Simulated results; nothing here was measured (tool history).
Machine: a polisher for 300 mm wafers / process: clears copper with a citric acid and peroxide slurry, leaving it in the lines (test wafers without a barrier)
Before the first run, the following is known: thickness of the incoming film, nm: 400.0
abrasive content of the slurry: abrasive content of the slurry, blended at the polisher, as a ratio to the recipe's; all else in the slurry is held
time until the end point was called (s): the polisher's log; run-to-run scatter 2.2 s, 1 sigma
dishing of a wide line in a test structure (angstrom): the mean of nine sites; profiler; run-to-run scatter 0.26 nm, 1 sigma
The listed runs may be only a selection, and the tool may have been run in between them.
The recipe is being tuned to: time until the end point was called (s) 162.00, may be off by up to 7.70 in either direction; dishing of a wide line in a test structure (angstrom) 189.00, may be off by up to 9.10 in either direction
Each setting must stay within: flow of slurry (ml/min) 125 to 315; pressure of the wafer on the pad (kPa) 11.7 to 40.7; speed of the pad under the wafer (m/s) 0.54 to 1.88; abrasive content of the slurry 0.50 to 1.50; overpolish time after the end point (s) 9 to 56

| run | hour | flow of slurry (ml/min) | pressure of the wafer on the pad (kPa) | speed of the pad under the wafer (m/s) | abrasive content of the slurry | overpolish time after the end point (s) | time until the end point was called (s) | dishing of a wide line in a test structure (angstrom) |
|---|---|---|---|---|---|---|---|---|
| 1 | 0.0 | 205 | 26.2 | 1.20 | 1.00 | 29 | 111.17 | 266.18 |
| 2 | 4.2 | 205 | 22.8 | 1.24 | 1.00 | 24 | 119.81 | 242.73 |
| 3 | 8.1 | 205 | 20.7 | 1.24 | 1.00 | 21 | 125.46 | 226.82 |
| 4 | 9.0 | 175 | 20.7 | 1.24 | 1.00 | 21 | 128.67 | 228.16 |
| 5 | 15.0 | 175 | 20.7 | 1.24 | 1.00 | 15 | 129.36 | 194.91 |
| 6 | 19.9 | 175 | 20.7 | 1.24 | 1.00 | 9 | 128.72 | 147.00 |
| 7 | 25.4 | 175 | 18.6 | 1.26 | 1.00 | 10 | 133.13 | 150.59 |
| 8 | 30.4 | 175 | 17.9 | 1.24 | 1.00 | 12 | 137.74 | 168.79 |
| 9 | 36.5 | 175 | 17.9 | 1.24 | 1.00 | 12 | 143.18 | 169.70 |
| 10 | 40.8 | 175 | 14.5 | 1.20 | 1.00 | 26 | 161.86 | 219.30 |
| 11 | 41.7 | 175 | 14.5 | 1.20 | 1.00 | 25 | 163.09 | 220.75 |
| 12 | 49.5 | 175 | 14.5 | 1.20 | 1.00 | 24 | 160.95 | 223.84 |
| 13 | 56.5 | 175 | 14.5 | 1.20 | 1.00 | 23 | 159.41 | 214.92 |
| 14 | 65.2 | 175 | 13.1 | 1.22 | 1.00 | 9 | 170.17 | 122.37 |
| 15 | 70.5 | 165 | 14.5 | 1.20 | 1.00 | 11 | 163.89 | 139.16 |
| 16 | 71.2 | 165 | 15.2 | 1.20 | 1.00 | 13 | 163.06 | 162.94 |
| 17 | 74.0 | 160 | 15.9 | 1.20 | 1.00 | 13 | 161.18 | 169.06 |
| 18 | 78.6 | 155 | 15.9 | 1.20 | 1.00 | 13 | 156.73 | 163.50 |
| 19 | 82.0 | 150 | 15.9 | 1.18 | 1.00 | 14 | 160.81 | 170.86 |
| 20 | 90.3 | 145 | 15.9 | 1.18 | 1.00 | 14 | 166.03 | 168.71 |
| 21 | 98.2 | 140 | 16.5 | 1.18 | 1.00 | 14 | 156.30 | 169.01 |

Consider the 5 candidate settings below. Which is the only one whose results all fall within their allowed miss of target?
| A | 106.1 | 185 | 23.4 | 0.94 | 0.95 | 14 | ? | ? |
| B | 106.1 | 165 | 17.9 | 1.06 | 0.90 | 17 | ? | ? |
| C | 106.1 | 140 | 15.2 | 1.38 | 1.10 | 16 | ? | ? |
| D | 106.1 | 165 | 15.9 | 1.34 | 1.05 | 13 | ? | ? |
| E | 106.1 | 180 | 14.5 | 1.30 | 0.90 | 12 | ? | ? |

| move | time until the end point was called (s) | dishing of a wide line in a test structure (angstrom) |
|---|---|---|
| A | 147.40 | 173.22 |
| B | 161.41 | 182.14 |
| C | 139.66 | 189.03 |
| D | 138.34 | 170.48 |
| E | 152.14 | 153.42 |
A: gains on the last run, yet a result remains outside its allowed miss
B: each result inside its tolerance
C: corrects the largest miss of the last run, while another result sits out of spec
D: moves away from the targets compared with the last run
E: moves away from the targets compared with the last run
Move B is the one to make.

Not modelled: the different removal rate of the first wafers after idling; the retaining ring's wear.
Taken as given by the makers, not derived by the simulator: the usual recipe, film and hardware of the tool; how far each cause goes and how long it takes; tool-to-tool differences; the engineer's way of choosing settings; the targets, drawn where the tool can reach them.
